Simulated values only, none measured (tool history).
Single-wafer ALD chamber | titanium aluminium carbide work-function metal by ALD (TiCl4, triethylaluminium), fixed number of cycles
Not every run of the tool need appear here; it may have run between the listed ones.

| run | hour | heater temperature setpoint (deg C) | triethylaluminium pulse time (s) | mean film thickness on the monitor wafer (Å) |
|---|---|---|---|---|
| 1 | 0 | 280 | 10.76 | 18.447 |
| 2 | 6.9 | 280 | 8.13 | 17.001 |
| 3 | 15.4 | 280 | 6.87 | 15.493 |
| 4 | 22 | 281 | 6.89 | 15.582 |
|  | 24.2 | thermocouple changed; heater temperature recalibrated |
| 5 | 24.2 | 281 | 4.33 | 5.9125 |
| 6 | 32.6 | 281 | 5.48 | 11.575 |
| 7 | 33.7 | 284 | 5.61 | 12.183 |
| 8 | 42 | 285 | 5.61 | 12.295 |
| 9 | 50.3 | 286 | 5.61 | 12.355 |
| 10 | 59.1 | 286 | 5.61 | 12.263 |
| 11 | 65.4 | 288 | 5.61 | 12.472 |
| 12 | 70.1 | 290 | 5.61 | 12.608 |
| 13 | 71.2 | 292 | 5.63 | 12.747 |
| 14 | 72.1 | 294 | 5.7 | 13.287 |

What does the tool deliver on the next run?
| 15 | 76.9 | 295 | 5.76 | ? |

{"run 15": {"mean film thickness on the monitor wafer (Å)": 13.486}}

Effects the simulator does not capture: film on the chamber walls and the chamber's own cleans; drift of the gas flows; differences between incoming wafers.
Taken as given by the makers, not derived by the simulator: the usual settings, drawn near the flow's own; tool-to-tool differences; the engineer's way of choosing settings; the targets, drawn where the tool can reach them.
